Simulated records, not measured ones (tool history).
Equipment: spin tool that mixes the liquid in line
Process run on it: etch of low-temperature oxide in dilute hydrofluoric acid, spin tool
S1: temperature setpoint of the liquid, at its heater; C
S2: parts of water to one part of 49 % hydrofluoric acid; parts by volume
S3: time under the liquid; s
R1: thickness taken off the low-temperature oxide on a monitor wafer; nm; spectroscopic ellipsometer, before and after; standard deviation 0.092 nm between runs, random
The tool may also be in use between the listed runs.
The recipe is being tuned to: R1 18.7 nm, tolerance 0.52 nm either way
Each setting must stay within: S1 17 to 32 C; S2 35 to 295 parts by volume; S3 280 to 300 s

| run | day | S1 | S2 | S3 | R1 |
|---|---|---|---|---|---|
| 1 | 0 | 24 | 165 | 280 | 20.748 |
| 2 | 0.25 | 24 | 125 | 280 | 28.609 |
| 3 | 0.279 | 24 | 125 | 300 | 30.884 |
| 4 | 0.3 | 22 | 135 | 300 | 26.064 |
| 5 | 0.483 | 20.5 | 140 | 300 | 23.629 |
|  | 0.704 | hydrofluoric acid flow meter replaced |
| 6 | 0.704 | 19.5 | 145 | 300 | 23.717 |
| 7 | 1.017 | 19 | 155 | 300 | 21.341 |
| 8 | 1.204 | 18.5 | 160 | 300 | 20.143 |
| 9 | 1.504 | 18.5 | 160 | 300 | 20.166 |
| 10 | 1.579 | 18 | 160 | 300 | 19.858 |
| 11 | 1.65 | 17.5 | 160 | 300 | 19.586 |

Next run, 5 choices. One meets every target within its allowed miss, the rest don't. Which?
| A | 1.721 | 17 | 135 | 280 | ? |
| B | 1.721 | 18 | 155 | 300 | ? |
| C | 1.721 | 20 | 155 | 280 | ? |
| D | 1.721 | 17 | 155 | 285 | ? |
| E | 1.721 | 19 | 155 | 300 | ? |

| move | R1 |
|---|---|
| A | 21.71 |
| B | 20.692 |
| C | 20.924 |
| D | 18.874 |
| E | 21.543 |
A: misses by more than the last run did
B: misses by more than the last run did
C: misses by more than the last run did
D: all results land within tolerance of their targets
E: misses by more than the last run did
The move that meets every target is D.

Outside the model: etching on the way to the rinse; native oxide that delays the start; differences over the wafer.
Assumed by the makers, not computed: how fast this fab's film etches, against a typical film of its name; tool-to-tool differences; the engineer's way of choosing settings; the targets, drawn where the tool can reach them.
